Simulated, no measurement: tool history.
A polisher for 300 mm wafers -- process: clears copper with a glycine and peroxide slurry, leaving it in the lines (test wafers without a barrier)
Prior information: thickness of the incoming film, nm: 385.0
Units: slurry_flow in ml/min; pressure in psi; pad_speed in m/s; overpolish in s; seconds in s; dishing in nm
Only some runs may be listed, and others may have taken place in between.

run	hour	slurry_flow	pressure	pad_speed	overpolish	seconds	dishing
1	0.0	255	2.5	1.08	21	75.683	69.162
2	8.6	250	2.2	1.16	18	83.425	59.411
3	13.7	250	2.4	1.16	18	74.711	62.822
4	18.7	250	2.4	1.34	18	70.711	67.981
5	24.0	250	2.4	1.44	18	62.840	71.624
6	25.6	250	2.1	1.44	18	70.753	65.974
7	29.7	275	1.9	1.46	16	76.168	54.494
8	31.8	295	1.8	1.50	14	76.147	49.617
9	33.3	315	1.7	1.54	13	80.343	46.055
10	39.9	330	1.7	1.56	12	78.073	43.666
11	46.6	345	1.7	1.58	11	76.053	39.999
12	51.0	355	1.7	1.58	10	77.423	37.135
13	55.0	365	1.8	1.56	9	74.469	36.285
14	62.0	370	1.8	1.54	8	71.949	31.996
15	68.9	380	1.7	1.52	6	75.444	23.366
16	70.7	375	1.7	1.52	6	76.322	23.395
17	73.8	375	1.7	1.54	6	76.724	23.218
18	77.2	375	1.7	1.56	6	73.973	22.907
19	78.0	375	1.7	1.58	6	75.203	23.959

Predict the results of run 20:
20	83.4	375	1.7	1.60	6	?	?

seconds: 75.729 s
dishing: 23.569 nm
